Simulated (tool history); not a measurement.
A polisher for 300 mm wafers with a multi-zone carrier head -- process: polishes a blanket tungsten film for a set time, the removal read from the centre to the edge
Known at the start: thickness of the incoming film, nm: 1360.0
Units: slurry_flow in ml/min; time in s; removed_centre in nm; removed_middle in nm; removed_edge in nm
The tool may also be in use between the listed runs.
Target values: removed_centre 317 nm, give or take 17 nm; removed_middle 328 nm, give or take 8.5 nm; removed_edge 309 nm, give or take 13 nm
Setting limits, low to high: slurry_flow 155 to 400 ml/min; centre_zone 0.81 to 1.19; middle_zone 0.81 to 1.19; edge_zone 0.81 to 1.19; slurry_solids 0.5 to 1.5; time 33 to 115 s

run 1 day=0 | slurry_flow=255 centre_zone=1 middle_zone=1 edge_zone=1 slurry_solids=1 time=73 | removed_centre=262.88 removed_middle=252.91 removed_edge=248.16
run 2 day=0.292 | slurry_flow=255 centre_zone=1 middle_zone=0.95 edge_zone=1 slurry_solids=1 time=73 | removed_centre=262.29 removed_middle=236.99 removed_edge=247.58
run 3 day=0.575 | slurry_flow=260 centre_zone=1.01 middle_zone=0.97 edge_zone=1.02 slurry_solids=1.05 time=73 | removed_centre=271.1 removed_middle=245.46 removed_edge=252.11
run 4 day=0.929 | slurry_flow=325 centre_zone=1.01 middle_zone=0.97 edge_zone=1.02 slurry_solids=1.05 time=73 | removed_centre=282.12 removed_middle=251.92 removed_edge=262.44
run 5 day=1.146 | slurry_flow=325 centre_zone=1.01 middle_zone=0.97 edge_zone=0.99 slurry_solids=1.05 time=73 | removed_centre=273.61 removed_middle=253.5 removed_edge=254.77
run 6 day=1.454 | slurry_flow=275 centre_zone=1.01 middle_zone=0.97 edge_zone=0.99 slurry_solids=1.05 time=73 | removed_centre=279.95 removed_middle=247.67 removed_edge=249.1
run 7 day=1.812 | slurry_flow=280 centre_zone=1.01 middle_zone=0.99 edge_zone=1.01 slurry_solids=1.1 time=73 | removed_centre=280.25 removed_middle=257.73 removed_edge=255.09
run 8 day=2.129 | slurry_flow=300 centre_zone=1.06 middle_zone=1.09 edge_zone=1.11 slurry_solids=1.35 time=76 | removed_centre=322.31 removed_middle=310.92 removed_edge=302.65
run 9 day=2.308 | slurry_flow=305 centre_zone=1.06 middle_zone=1.1 edge_zone=1.11 slurry_solids=1.35 time=76 | removed_centre=318.7 removed_middle=318 removed_edge=302.41

4 next moves are on the table. One of them brings every result within its allowed miss. Which?
run A day=2.488 | slurry_flow=250 centre_zone=1.07 middle_zone=1.16 edge_zone=1.17 slurry_solids=1.35 time=77 | removed_centre=? removed_middle=? removed_edge=?
run B day=2.488 | slurry_flow=305 centre_zone=1.04 middle_zone=1.09 edge_zone=1.19 slurry_solids=1.2 time=78 | removed_centre=? removed_middle=? removed_edge=?
run C day=2.488 | slurry_flow=300 centre_zone=0.99 middle_zone=1.19 edge_zone=1.18 slurry_solids=1.35 time=70 | removed_centre=? removed_middle=? removed_edge=?
run D day=2.488 | slurry_flow=305 centre_zone=1 middle_zone=1.17 edge_zone=1.09 slurry_solids=1.45 time=77 | removed_centre=? removed_middle=? removed_edge=?

move=A removed_centre=324.26 removed_middle=333.67 removed_edge=306.19
move=B removed_centre=317.49 removed_middle=315.28 removed_edge=306.5
move=C removed_centre=286.09 removed_middle=316.8 removed_edge=283.98
move=D removed_centre=324.85 removed_middle=352.09 removed_edge=307.42
A: hits every target within its allowed miss
B: lands further from the targets than the last run did
C: lands further from the targets than the last run did
D: takes the result that was furthest off past its target
Correct choice: A, which meets every target
